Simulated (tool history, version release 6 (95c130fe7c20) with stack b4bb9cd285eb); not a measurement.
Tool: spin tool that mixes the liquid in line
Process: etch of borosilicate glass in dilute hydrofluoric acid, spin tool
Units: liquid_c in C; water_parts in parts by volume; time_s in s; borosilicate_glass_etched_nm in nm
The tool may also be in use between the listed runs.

{"run": 1, "hour": 0.0, "liquid_c": 25.0, "water_parts": 195, "time_s": 90, "borosilicate_glass_etched_nm": 17.665}
{"run": 2, "hour": 8.9, "liquid_c": 25.0, "water_parts": 225, "time_s": 90, "borosilicate_glass_etched_nm": 15.071}
{"run": 3, "hour": 16.3, "liquid_c": 25.0, "water_parts": 225, "time_s": 90, "borosilicate_glass_etched_nm": 14.851}
{"run": 4, "hour": 21.9, "liquid_c": 25.0, "water_parts": 225, "time_s": 90, "borosilicate_glass_etched_nm": 14.832}
{"run": 5, "hour": 30.0, "liquid_c": 27.0, "water_parts": 215, "time_s": 90, "borosilicate_glass_etched_nm": 17.028}
{"run": 6, "hour": 32.2, "liquid_c": 28.5, "water_parts": 205, "time_s": 90, "borosilicate_glass_etched_nm": 18.818}

The next listed run, before its measurement:
{"run": 7, "hour": 40.9, "liquid_c": 32.5, "water_parts": 180, "time_s": 90, "borosilicate_glass_etched_nm": "?"}

borosilicate_glass_etched_nm: 25.685 nm
